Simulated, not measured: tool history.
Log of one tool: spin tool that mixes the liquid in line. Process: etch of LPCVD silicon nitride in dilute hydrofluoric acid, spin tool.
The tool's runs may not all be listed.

run	hour	temperature setpoint of the liquid (°C)	parts of water to one part of 49 % hydrofluoric acid (parts by volume)	time under the liquid (s)	thickness taken off the LPCVD silicon nitride on a monitor wafer (nm)
1	0	24	100	40	0.26351
2	8.2	24	70	40	0.37089
3	13.2	27	70	40	0.44212
4	14.9	27	70	40	0.43624
5	18.4	27	95	40	0.32722
6	27	25.5	100	40	0.28179
7	33.9	24	100	40	0.26304
8	36.2	24	100	40	0.26076
9	38.7	23	100	40	0.24593

What will run 10 give?
10	40	22	100	40	?

thickness taken off the LPCVD silicon nitride on a monitor wafer (nm): 0.23141

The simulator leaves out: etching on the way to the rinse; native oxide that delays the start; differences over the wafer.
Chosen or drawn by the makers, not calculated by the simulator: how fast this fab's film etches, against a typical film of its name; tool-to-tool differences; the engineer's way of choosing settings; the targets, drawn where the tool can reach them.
